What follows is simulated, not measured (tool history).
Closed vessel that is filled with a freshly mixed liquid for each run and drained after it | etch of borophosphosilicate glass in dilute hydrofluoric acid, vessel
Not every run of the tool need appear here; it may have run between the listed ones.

run	hour	temperature setpoint of the liquid (°C)	parts of water to one part of 49 % hydrofluoric acid (parts by volume)	time in the liquid (s)	thickness taken off the borophosphosilicate glass on a monitor wafer (nm)
1	0	24	185	30	8.782
2	4.6	26	175	30	10.159
3	5.1	27.5	165	30	11.562
4	6.1	27.5	165	30	11.569
5	7.3	28.5	160	30	12.471
6	10.6	28.5	160	30	12.385
7	13.2	29.5	155	30	13.275
8	18.6	30	150	30	14.211

Estimate the outcome of run 9 from the log above:
9	24.3	30.5	150	30	?

Run 9 produced thickness taken off the borophosphosilicate glass on a monitor wafer (nm) 14.453.
